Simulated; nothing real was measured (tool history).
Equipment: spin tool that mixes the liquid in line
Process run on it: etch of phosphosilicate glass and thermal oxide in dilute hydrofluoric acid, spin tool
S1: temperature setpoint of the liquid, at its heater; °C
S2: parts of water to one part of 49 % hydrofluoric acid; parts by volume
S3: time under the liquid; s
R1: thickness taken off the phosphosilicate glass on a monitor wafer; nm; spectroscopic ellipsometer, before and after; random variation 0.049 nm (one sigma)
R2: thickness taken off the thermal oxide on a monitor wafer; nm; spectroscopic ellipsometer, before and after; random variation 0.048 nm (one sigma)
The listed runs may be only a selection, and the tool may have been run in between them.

{"run": 1, "day": 0.0, "S1": 22, "S2": 295, "S3": 30, "R1": 8.4341, "R2": 0.40193}
{"run": 2, "day": 0.1, "S1": 23.5, "S2": 290, "S3": 30, "R1": 9.1241, "R2": 0.38519}
{"run": 3, "day": 0.171, "S1": 23.5, "S2": 340, "S3": 30, "R1": 7.3631, "R2": 0.29807}
{"run": 4, "day": 0.308, "S1": 24, "S2": 325, "S3": 30, "R1": 7.9666, "R2": 0.32712}
{"run": 5, "day": 0.662, "S1": 24.5, "S2": 310, "S3": 30, "R1": 8.6483, "R2": 0.4361}
{"run": 6, "day": 0.862, "S1": 24.5, "S2": 310, "S3": 20, "R1": 5.7155, "R2": 0.23517}
{"run": 7, "day": 1.125, "S1": 25.5, "S2": 285, "S3": 20, "R1": 6.6646, "R2": 0.2767}
{"run": 8, "day": 1.338, "S1": 29.5, "S2": 170, "S3": 20, "R1": 14.735, "R2": 0.57814}
{"run": 9, "day": 1.421, "S1": 28.5, "S2": 170, "S3": 20, "R1": 14.157, "R2": 0.70434}

What will run 10 give?
{"run": 10, "day": 1.617, "S1": 28, "S2": 175, "S3": 20, "R1": "?", "R2": "?"}

{"run 10": {"R1": 13.263, "R2": 0.58126}}
